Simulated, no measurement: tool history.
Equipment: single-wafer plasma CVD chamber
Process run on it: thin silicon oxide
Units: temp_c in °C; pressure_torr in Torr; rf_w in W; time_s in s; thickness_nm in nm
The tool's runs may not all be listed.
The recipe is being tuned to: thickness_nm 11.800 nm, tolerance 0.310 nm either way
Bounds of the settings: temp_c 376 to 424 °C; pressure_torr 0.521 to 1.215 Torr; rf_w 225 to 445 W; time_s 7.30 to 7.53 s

Run 1, hour 0.0: temp_c 400 °C, pressure_torr 0.868 Torr, rf_w 335 W, time_s 7.30 s. Result: thickness_nm 17.713 nm.
Run 2, hour 3.3: temp_c 400 °C, pressure_torr 0.868 Torr, rf_w 335 W, time_s 7.53 s. Result: thickness_nm 18.174 nm.
Run 3, hour 6.9: temp_c 400 °C, pressure_torr 0.792 Torr, rf_w 320 W, time_s 7.48 s. Result: thickness_nm 16.539 nm.
Run 4, hour 15.3: temp_c 400 °C, pressure_torr 0.690 Torr, rf_w 320 W, time_s 7.48 s. Result: thickness_nm 14.626 nm.
Run 5, hour 23.7: temp_c 400 °C, pressure_torr 0.690 Torr, rf_w 345 W, time_s 7.48 s. Result: thickness_nm 15.081 nm.
Run 6, hour 26.1: temp_c 400 °C, pressure_torr 0.690 Torr, rf_w 315 W, time_s 7.48 s. Result: thickness_nm 14.435 nm.
Run 7, hour 34.2: temp_c 400 °C, pressure_torr 0.653 Torr, rf_w 315 W, time_s 7.48 s. Result: thickness_nm 13.701 nm.
Run 8, hour 36.3: temp_c 400 °C, pressure_torr 0.626 Torr, rf_w 315 W, time_s 7.48 s. Result: thickness_nm 13.182 nm.
Run 9, hour 44.9: temp_c 400 °C, pressure_torr 0.606 Torr, rf_w 315 W, time_s 7.48 s. Result: thickness_nm 12.761 nm.
Run 10, hour 53.8: temp_c 400 °C, pressure_torr 0.606 Torr, rf_w 315 W, time_s 7.48 s. Result: thickness_nm 12.742 nm.
Run 11, hour 59.0: temp_c 400 °C, pressure_torr 0.593 Torr, rf_w 315 W, time_s 7.48 s. Result: thickness_nm 12.556 nm.
Run 12, hour 59.9: temp_c 400 °C, pressure_torr 0.583 Torr, rf_w 315 W, time_s 7.48 s. Result: thickness_nm 12.363 nm.
Run 13, hour 65.2: temp_c 400 °C, pressure_torr 0.575 Torr, rf_w 315 W, time_s 7.48 s. Result: thickness_nm 12.116 nm.

Which one of the following 5 next-run settings gets every result inside its allowed miss? There is exactly one.
Run A, hour 70.5: temp_c 399 °C, pressure_torr 0.602 Torr, rf_w 335 W, time_s 7.30 s. Result: thickness_nm ?.
Run B, hour 70.5: temp_c 403 °C, pressure_torr 0.614 Torr, rf_w 300 W, time_s 7.42 s. Result: thickness_nm ?.
Run C, hour 70.5: temp_c 398 °C, pressure_torr 0.603 Torr, rf_w 315 W, time_s 7.45 s. Result: thickness_nm ?.
Run D, hour 70.5: temp_c 397 °C, pressure_torr 0.622 Torr, rf_w 315 W, time_s 7.34 s. Result: thickness_nm ?.
Run E, hour 70.5: temp_c 394 °C, pressure_torr 0.571 Torr, rf_w 295 W, time_s 7.53 s. Result: thickness_nm ?.

move  thickness_nm
   A        12.746
   B        12.508
   C        12.679
   D        12.875
   E        11.833
A: the biggest miss grows against the last run
B: the biggest miss grows against the last run
C: the biggest miss grows against the last run
D: the biggest miss grows against the last run
E: every result lands within tolerance
E meets every target.

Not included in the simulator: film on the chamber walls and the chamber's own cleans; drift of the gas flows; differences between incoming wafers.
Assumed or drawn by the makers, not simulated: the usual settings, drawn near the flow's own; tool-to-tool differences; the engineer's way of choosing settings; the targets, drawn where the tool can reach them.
